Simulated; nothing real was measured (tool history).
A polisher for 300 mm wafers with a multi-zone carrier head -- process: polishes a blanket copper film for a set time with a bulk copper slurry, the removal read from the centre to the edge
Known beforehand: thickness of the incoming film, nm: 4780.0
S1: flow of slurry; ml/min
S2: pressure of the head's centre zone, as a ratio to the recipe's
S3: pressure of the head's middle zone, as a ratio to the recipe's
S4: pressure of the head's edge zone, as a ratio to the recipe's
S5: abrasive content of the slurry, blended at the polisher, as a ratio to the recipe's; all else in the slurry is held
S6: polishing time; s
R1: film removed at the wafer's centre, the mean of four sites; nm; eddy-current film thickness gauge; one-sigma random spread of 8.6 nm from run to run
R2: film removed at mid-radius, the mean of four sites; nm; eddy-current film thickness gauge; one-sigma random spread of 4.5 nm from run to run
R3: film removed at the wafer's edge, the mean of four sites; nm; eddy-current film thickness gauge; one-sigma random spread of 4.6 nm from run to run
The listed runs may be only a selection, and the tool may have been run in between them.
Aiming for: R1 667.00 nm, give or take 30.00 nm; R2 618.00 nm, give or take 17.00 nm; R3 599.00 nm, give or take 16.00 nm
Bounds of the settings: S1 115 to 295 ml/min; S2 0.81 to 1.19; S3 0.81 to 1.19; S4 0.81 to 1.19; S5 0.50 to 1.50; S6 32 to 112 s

run  hour   S1    S2    S3    S4    S5  S6      R1      R2      R3
  1   0.0  190  1.00  1.00  1.00  1.00  72  778.00  768.98  779.76
  2   2.9  190  1.00  1.00  0.97  1.00  72  783.00  781.27  769.90
  3   4.3  190  1.00  1.00  0.97  1.00  87  947.31  936.91  951.83
  4  11.4  190  1.00  1.00  1.04  1.00  87  946.56  940.41  982.43
  5  13.0  190  1.00  1.00  1.09  1.00  87  969.04  951.93  997.85
  6  13.5  190  1.01  1.00  1.06  0.90  83  900.34  887.59  927.25
  7  20.3  190  1.02  1.00  1.03  0.85  79  862.44  826.90  843.73
  8  28.5  190  1.02  1.00  1.01  0.80  77  814.42  797.36  806.75
  9  34.2  190  1.03  0.99  0.99  0.75  75  809.06  769.89  775.91
 10  42.0  185  1.03  0.99  0.97  0.70  73  759.49  720.37  734.04
 11  48.3  185  1.04  0.99  0.95  0.65  72  745.78  711.96  716.32
 12  49.6  185  1.05  0.99  0.93  0.65  71  738.37  699.62  689.74
 13  57.8  180  1.05  0.99  0.91  0.65  71  750.87  698.10  688.28
 14  59.2  180  1.05  0.99  0.90  0.65  70  732.13  677.46  669.59
 15  63.6  175  1.05  0.99  0.89  0.65  70  713.24  678.83  659.14
 16  71.2  135  1.07  0.92  0.81  0.55  70  659.97  598.30  596.95
 17  75.8  135  1.07  0.93  0.81  0.55  70  684.24  602.33  600.42

Exercise: of the 5 proposed moves below, exactly one satisfies all targets within the stated allowed misses. Which move is it?
  A  80.4  130  1.00  0.98  0.84  0.60  67   ?   ?   ?
  B  80.4  135  1.16  0.95  0.82  0.50  71   ?   ?   ?
  C  80.4  115  1.03  0.93  0.87  0.60  71   ?   ?   ?
  D  80.4  135  1.07  0.98  0.81  0.50  71   ?   ?   ?
  E  80.4  185  1.00  0.87  0.83  0.50  69   ?   ?   ?

move      R1      R2      R3
   A  605.29  597.48  582.02
   B  729.51  602.97  596.41
   C  635.46  585.68  611.14
   D  672.68  619.22  593.39
   E  656.39  581.48  610.85
A: moves away from the targets compared with the last run
B: gets the furthest-off result to its target, but another result is out of tolerance
C: moves away from the targets compared with the last run
D: hits every target within its allowed miss
E: moves away from the targets compared with the last run
D is the move that brings every result within its allowed miss.

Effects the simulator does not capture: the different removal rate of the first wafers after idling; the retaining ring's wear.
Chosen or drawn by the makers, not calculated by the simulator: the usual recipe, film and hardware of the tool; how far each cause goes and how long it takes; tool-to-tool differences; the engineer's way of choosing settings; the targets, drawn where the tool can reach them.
